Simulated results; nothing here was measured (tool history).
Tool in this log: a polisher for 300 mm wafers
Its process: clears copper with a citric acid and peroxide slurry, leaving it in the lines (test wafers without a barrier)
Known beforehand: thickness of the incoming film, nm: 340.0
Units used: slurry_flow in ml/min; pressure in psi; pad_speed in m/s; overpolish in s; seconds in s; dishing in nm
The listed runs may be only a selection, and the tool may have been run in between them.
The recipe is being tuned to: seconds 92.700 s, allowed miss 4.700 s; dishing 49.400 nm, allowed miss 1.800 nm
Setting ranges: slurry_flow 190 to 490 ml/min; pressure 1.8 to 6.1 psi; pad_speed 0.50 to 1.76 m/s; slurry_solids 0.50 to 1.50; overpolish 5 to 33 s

run	hour	slurry_flow	pressure	pad_speed	slurry_solids	overpolish	seconds	dishing
1	0.0	315	3.9	1.12	1.00	17	118.720	30.256
2	0.9	265	3.9	1.12	1.00	17	118.780	28.966
3	7.2	265	3.9	0.86	1.00	17	158.390	24.196
4	9.8	270	4.2	0.86	1.00	18	144.460	26.802
5	15.8	275	4.4	0.86	1.00	19	134.970	29.124
6	20.6	275	4.4	0.86	1.00	13	144.720	21.339
7	29.4	280	4.7	1.18	1.05	21	97.354	40.943
8	38.3	290	4.7	1.18	1.05	21	96.864	41.796
9	39.7	300	4.7	1.18	1.05	21	95.376	41.148
10	45.0	300	4.7	1.18	1.05	22	95.805	41.741
11	48.5	300	4.7	1.18	1.05	23	96.732	43.412
12	53.0	300	4.8	1.18	1.05	25	92.483	45.821

5 candidate next runs follow, results not yet known. Just one meets every target within its allowed miss. Identify it.
A	57.5	285	5.4	1.40	0.75	20	?	?
B	57.5	275	4.8	1.32	0.70	28	?	?
C	57.5	410	4.6	1.36	1.20	20	?	?
D	57.5	280	4.5	1.28	0.95	25	?	?
E	57.5	390	5.0	1.14	1.15	19	?	?

move	seconds	dishing
A	79.731	45.763
B	95.350	49.903
C	81.276	44.798
D	95.809	46.380
E	91.230	40.406
A: misses by more than the last run did
B: in spec on every target
C: misses by more than the last run did
D: moves toward the targets from the last run without getting all of them in spec
E: misses by more than the last run did
Correct choice: B, which meets every target

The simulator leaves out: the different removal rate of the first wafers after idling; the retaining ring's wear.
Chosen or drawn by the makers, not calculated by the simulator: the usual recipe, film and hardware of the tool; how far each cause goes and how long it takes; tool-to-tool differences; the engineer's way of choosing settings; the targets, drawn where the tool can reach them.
